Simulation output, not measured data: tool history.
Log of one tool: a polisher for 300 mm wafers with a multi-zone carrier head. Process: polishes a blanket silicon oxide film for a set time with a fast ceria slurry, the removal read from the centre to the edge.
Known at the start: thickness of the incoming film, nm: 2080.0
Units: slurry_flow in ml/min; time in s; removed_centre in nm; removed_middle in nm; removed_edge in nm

run 1 hour=0 | slurry_flow=180 centre_zone=1 middle_zone=1 edge_zone=1 time=48 | removed_centre=622.47 removed_middle=632.64 removed_edge=615.01
run 2 hour=8.7 | slurry_flow=180 centre_zone=1 middle_zone=1 edge_zone=1 time=38 | removed_centre=487.98 removed_middle=493.7 removed_edge=482.49
run 3 hour=15 | slurry_flow=180 centre_zone=1 middle_zone=1 edge_zone=1.07 time=38 | removed_centre=485.64 removed_middle=502.07 removed_edge=496.51
run 4 hour=16.6 | slurry_flow=210 centre_zone=1 middle_zone=1 edge_zone=1.07 time=38 | removed_centre=500.48 removed_middle=509.42 removed_edge=510.19
run 5 hour=22.8 | slurry_flow=195 centre_zone=0.97 middle_zone=1.03 edge_zone=1.02 time=36 | removed_centre=454.93 removed_middle=491.88 removed_edge=462.97
run 6 hour=30.7 | slurry_flow=195 centre_zone=0.97 middle_zone=1.1 edge_zone=1.02 time=36 | removed_centre=454.87 removed_middle=515.51 removed_edge=464.62
run 7 hour=33.2 | slurry_flow=185 centre_zone=0.94 middle_zone=1.1 edge_zone=0.98 time=35 | removed_centre=426.98 removed_middle=508.25 removed_edge=444.48

The next listed run, before its measurement:
run 8 hour=35.3 | slurry_flow=185 centre_zone=0.94 middle_zone=1.1 edge_zone=0.98 time=35 | removed_centre=? removed_middle=? removed_edge=?

removed_centre: 428.45 nm
removed_middle: 501.38 nm
removed_edge: 438.95 nm
